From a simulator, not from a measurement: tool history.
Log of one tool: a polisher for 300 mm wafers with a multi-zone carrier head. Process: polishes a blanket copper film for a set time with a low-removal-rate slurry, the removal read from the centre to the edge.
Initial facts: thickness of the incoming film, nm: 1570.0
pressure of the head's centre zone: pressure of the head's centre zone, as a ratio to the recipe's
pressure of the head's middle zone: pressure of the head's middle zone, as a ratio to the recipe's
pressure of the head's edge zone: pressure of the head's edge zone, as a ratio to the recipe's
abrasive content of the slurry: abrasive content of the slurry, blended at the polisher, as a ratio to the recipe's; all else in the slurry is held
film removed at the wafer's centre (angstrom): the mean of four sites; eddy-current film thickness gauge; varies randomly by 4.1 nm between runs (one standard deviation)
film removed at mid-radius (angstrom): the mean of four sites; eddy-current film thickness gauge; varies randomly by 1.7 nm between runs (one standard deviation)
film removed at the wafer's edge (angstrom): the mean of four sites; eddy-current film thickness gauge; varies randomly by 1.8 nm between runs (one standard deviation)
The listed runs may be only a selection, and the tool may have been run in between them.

run	hour	flow of slurry (ml/min)	pressure of the head's centre zone	pressure of the head's middle zone	pressure of the head's edge zone	abrasive content of the slurry	polishing time (s)	film removed at the wafer's centre (angstrom)	film removed at mid-radius (angstrom)	film removed at the wafer's edge (angstrom)
1	0.0	165	1.00	1.00	1.00	1.00	62	1747.7	1728.5	1842.0
2	7.9	180	1.04	1.00	1.03	1.10	63	1923.4	1849.2	1998.0
3	12.8	180	1.04	1.00	1.09	1.10	63	1916.4	1864.5	2061.0
4	16.8	180	0.97	1.00	1.09	1.10	63	1727.6	1857.3	2034.4
5	18.1	190	1.02	1.00	1.08	1.20	64	1959.0	1930.9	2164.5
6	23.8	200	1.06	1.01	1.07	1.25	64	2138.0	1958.0	2181.2
# hour 32.7: slurry nozzle cleaned
7	32.7	210	1.09	1.03	1.09	1.30	64	2395.9	2185.7	2324.5
8	38.7	250	1.17	0.95	1.11	1.35	64	2572.9	2109.7	2415.1

Forecast run 9:
9	39.7	250	1.17	0.96	1.10	1.40	64	?	?	?

{"run 9": {"film removed at the wafer's centre (angstrom)": 2613.2, "film removed at mid-radius (angstrom)": 2154.8, "film removed at the wafer's edge (angstrom)": 2431.8}}
